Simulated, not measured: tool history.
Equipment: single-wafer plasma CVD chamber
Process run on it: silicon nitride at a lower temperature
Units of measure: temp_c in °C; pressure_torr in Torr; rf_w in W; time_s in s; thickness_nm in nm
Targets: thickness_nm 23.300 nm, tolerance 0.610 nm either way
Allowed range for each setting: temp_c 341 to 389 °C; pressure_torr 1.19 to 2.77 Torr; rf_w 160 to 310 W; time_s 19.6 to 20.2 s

run    day  temp_c  pressure_torr  rf_w  time_s  thickness_nm
  1  0.000     365           1.98   235    19.6        19.896
  2  0.271     365           2.11   245    19.7        20.956
  3  0.629     365           2.11   210    19.7        18.571
  4  0.917     361           2.11   210    19.7        18.636
  5  0.967     367           2.11   210    19.7        18.596
  6  1.283     367           2.11   240    19.7        20.639
  7  1.521     367           2.20   250    19.7        21.480
  8  1.583     367           2.26   255    19.7        22.063
  9  1.838     367           2.32   260    19.7        22.346

5 candidate next runs follow, results not yet known. Just one meets every target within its allowed miss. Identify it.
  A  2.092     369           2.41   265    20.2             ?
  B  2.092     370           2.49   250    19.6             ?
  C  2.092     362           2.27   255    19.6             ?
  D  2.092     368           2.42   280    20.2             ?
  E  2.092     359           2.38   250    19.6             ?

move  thickness_nm
   A        23.387
   B        21.862
   C        21.827
   D        24.386
   E        21.754
A: hits every target within its allowed miss
B: misses by more than the last run did
C: misses by more than the last run did
D: takes the result that was furthest off past its target
E: misses by more than the last run did
The right move is A.

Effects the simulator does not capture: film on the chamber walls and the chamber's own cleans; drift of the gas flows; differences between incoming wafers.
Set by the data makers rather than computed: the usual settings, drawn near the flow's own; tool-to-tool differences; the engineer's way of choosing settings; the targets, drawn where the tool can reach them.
